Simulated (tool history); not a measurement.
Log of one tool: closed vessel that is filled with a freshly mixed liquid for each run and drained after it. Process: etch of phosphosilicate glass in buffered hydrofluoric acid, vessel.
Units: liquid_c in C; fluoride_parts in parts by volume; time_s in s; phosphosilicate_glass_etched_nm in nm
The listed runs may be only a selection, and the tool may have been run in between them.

run,hour,liquid_c,fluoride_parts,time_s,phosphosilicate_glass_etched_nm
1,0,21,11.5,90,739.34
2,8.8,21,9.5,90,857.09
3,14.5,21,9.5,90,871.37
4,20,21,7.5,90,1096.7
5,27.4,21,6,90,1341.7
6,32.1,21,6,95,1441.5

Estimate the outcome of run 7 from the log above:
7,36.9,20,6,95,?

phosphosilicate_glass_etched_nm: 1356.2 nm
